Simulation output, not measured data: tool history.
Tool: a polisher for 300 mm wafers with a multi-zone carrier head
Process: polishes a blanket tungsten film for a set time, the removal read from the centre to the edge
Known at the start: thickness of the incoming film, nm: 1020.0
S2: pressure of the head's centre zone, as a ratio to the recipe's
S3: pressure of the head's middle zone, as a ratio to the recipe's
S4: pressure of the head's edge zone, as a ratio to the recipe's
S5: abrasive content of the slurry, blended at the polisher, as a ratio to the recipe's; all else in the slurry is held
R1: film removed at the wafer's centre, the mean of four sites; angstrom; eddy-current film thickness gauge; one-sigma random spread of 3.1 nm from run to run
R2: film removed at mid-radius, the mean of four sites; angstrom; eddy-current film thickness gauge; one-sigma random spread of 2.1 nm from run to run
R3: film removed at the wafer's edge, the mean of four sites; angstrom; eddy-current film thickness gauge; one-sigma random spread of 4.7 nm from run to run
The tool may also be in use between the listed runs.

run 1 hour=0 | flow_of_slurry_(ml/min)=210 S2=1 S3=1 S4=1 S5=1 polishing_time_(s)=85 | R1=2864.2 R2=2929.5 R3=2881.7
run 2 hour=3.3 | flow_of_slurry_(ml/min)=205 S2=0.97 S3=0.99 S4=1.04 S5=1.05 polishing_time_(s)=85 | R1=2861.1 R2=2954.4 R3=3065.5
run 3 hour=8.7 | flow_of_slurry_(ml/min)=205 S2=0.97 S3=0.99 S4=0.97 S5=1.05 polishing_time_(s)=85 | R1=2908.7 R2=2952.7 R3=2917.3
run 4 hour=16.7 | flow_of_slurry_(ml/min)=200 S2=0.94 S3=0.98 S4=1 S5=1.05 polishing_time_(s)=85 | R1=2763.1 R2=2892.3 R3=2972.7
run 5 hour=20.3 | flow_of_slurry_(ml/min)=200 S2=0.94 S3=0.98 S4=1 S5=1.05 polishing_time_(s)=105 | R1=3388.9 R2=3595.6 R3=3729.6
run 6 hour=25.4 | flow_of_slurry_(ml/min)=200 S2=0.94 S3=0.98 S4=1 S5=1.05 polishing_time_(s)=118 | R1=3848.8 R2=4016.4 R3=4202.8
run 7 hour=29.4 | flow_of_slurry_(ml/min)=200 S2=0.94 S3=0.98 S4=1 S5=1.05 polishing_time_(s)=118 | R1=3832.9 R2=4019.4 R3=4113.7
run 8 hour=30.9 | flow_of_slurry_(ml/min)=190 S2=0.91 S3=0.96 S4=0.99 S5=0.9 polishing_time_(s)=115 | R1=3381.3 R2=3628 R3=3827.8
run 9 hour=38.3 | flow_of_slurry_(ml/min)=180 S2=0.89 S3=0.94 S4=0.97 S5=0.8 polishing_time_(s)=115 | R1=3187.6 R2=3443.6 R3=3653.1

What does the tool deliver on the next run?
-- hour=45.5 worn pad replaced by a new one
run 10 hour=45.5 | flow_of_slurry_(ml/min)=170 S2=0.87 S3=0.92 S4=0.95 S5=0.75 polishing_time_(s)=115 | R1=? R2=? R3=?

Run 10 produced R1 3317.7 angstrom, R2 3635.5 angstrom, R3 3848.1 angstrom.
